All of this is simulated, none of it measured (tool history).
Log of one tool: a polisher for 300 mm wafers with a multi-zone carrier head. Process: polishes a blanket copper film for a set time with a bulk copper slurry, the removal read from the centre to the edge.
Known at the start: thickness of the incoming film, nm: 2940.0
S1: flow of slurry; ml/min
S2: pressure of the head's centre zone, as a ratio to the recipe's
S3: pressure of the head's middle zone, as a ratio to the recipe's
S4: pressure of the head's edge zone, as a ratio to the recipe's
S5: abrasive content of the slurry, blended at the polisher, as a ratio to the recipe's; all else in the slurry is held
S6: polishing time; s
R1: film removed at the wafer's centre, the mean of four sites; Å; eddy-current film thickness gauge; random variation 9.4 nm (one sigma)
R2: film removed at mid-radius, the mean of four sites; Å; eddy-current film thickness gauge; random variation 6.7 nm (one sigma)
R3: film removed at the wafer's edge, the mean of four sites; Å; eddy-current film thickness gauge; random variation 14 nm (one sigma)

run,hour,S1,S2,S3,S4,S5,S6,R1,R2,R3
1,0,145,1,1,1,1,78,8546,8935.7,8941.1
2,6,150,1,1,1.02,1.05,79,8673.3,9066.3,9282.7
3,9.4,170,1,1,1.02,1.05,79,9109.2,9256.5,9444.8
4,16.3,170,1,1,0.95,1.05,79,9149.1,9291.4,9148.5
5,23.5,170,1,1,0.97,1.1,80,9279.1,9473.8,9483.6
6,31.2,175,1,1,0.99,1.15,80,9391.9,9622.5,9413.8

The next listed run, before its measurement:
7,38.3,175,0.99,0.99,1.01,1.15,82,?,?,?

R1: 9649.8 Å
R2: 9887.8 Å
R3: 9815.4 Å
